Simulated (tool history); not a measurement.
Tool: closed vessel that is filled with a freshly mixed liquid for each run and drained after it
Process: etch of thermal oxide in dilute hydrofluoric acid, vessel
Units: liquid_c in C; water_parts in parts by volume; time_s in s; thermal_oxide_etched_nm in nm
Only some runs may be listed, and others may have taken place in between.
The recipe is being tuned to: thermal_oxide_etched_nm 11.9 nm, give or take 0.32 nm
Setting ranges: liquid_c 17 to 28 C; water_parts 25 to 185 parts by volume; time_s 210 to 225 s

{"run": 1, "hour": 0.0, "liquid_c": 20, "water_parts": 105, "time_s": 210, "thermal_oxide_etched_nm": 9.1981}
{"run": 2, "hour": 2.8, "liquid_c": 21, "water_parts": 105, "time_s": 210, "thermal_oxide_etched_nm": 9.5086}
{"run": 3, "hour": 8.1, "liquid_c": 22, "water_parts": 105, "time_s": 210, "thermal_oxide_etched_nm": 9.9451}
{"run": 4, "hour": 17.4, "liquid_c": 22, "water_parts": 105, "time_s": 210, "thermal_oxide_etched_nm": 9.9749}
{"run": 5, "hour": 21.7, "liquid_c": 22.5, "water_parts": 105, "time_s": 210, "thermal_oxide_etched_nm": 10.164}
{"run": 6, "hour": 25.1, "liquid_c": 23, "water_parts": 105, "time_s": 210, "thermal_oxide_etched_nm": 10.376}
{"run": 7, "hour": 26.5, "liquid_c": 23.5, "water_parts": 105, "time_s": 210, "thermal_oxide_etched_nm": 10.696}
{"run": 8, "hour": 30.5, "liquid_c": 24, "water_parts": 105, "time_s": 210, "thermal_oxide_etched_nm": 10.777}
{"run": 9, "hour": 38.0, "liquid_c": 24.5, "water_parts": 105, "time_s": 210, "thermal_oxide_etched_nm": 10.995}
{"run": 10, "hour": 40.2, "liquid_c": 25, "water_parts": 105, "time_s": 210, "thermal_oxide_etched_nm": 11.14}
{"run": 11, "hour": 43.2, "liquid_c": 25.5, "water_parts": 105, "time_s": 210, "thermal_oxide_etched_nm": 11.388}
{"run": 12, "hour": 44.9, "liquid_c": 25.5, "water_parts": 105, "time_s": 210, "thermal_oxide_etched_nm": 11.46}

Pick the move, out of 4, that brings all results within their allowed miss; only one does.
{"run": "A", "hour": 46.6, "liquid_c": 20.5, "water_parts": 85, "time_s": 225, "thermal_oxide_etched_nm": "?"}
{"run": "B", "hour": 46.6, "liquid_c": 25, "water_parts": 105, "time_s": 220, "thermal_oxide_etched_nm": "?"}
{"run": "C", "hour": 46.6, "liquid_c": 26.5, "water_parts": 100, "time_s": 210, "thermal_oxide_etched_nm": "?"}
{"run": "D", "hour": 46.6, "liquid_c": 25.5, "water_parts": 95, "time_s": 210, "thermal_oxide_etched_nm": "?"}

move=A thermal_oxide_etched_nm=12.702
move=B thermal_oxide_etched_nm=11.762
move=C thermal_oxide_etched_nm=12.577
move=D thermal_oxide_etched_nm=12.815
A: takes the biggest miss from the last run beyond its target
B: hits every target within its allowed miss
C: takes the biggest miss from the last run beyond its target
D: takes the biggest miss from the last run beyond its target
B is the move that brings every result within its allowed miss.
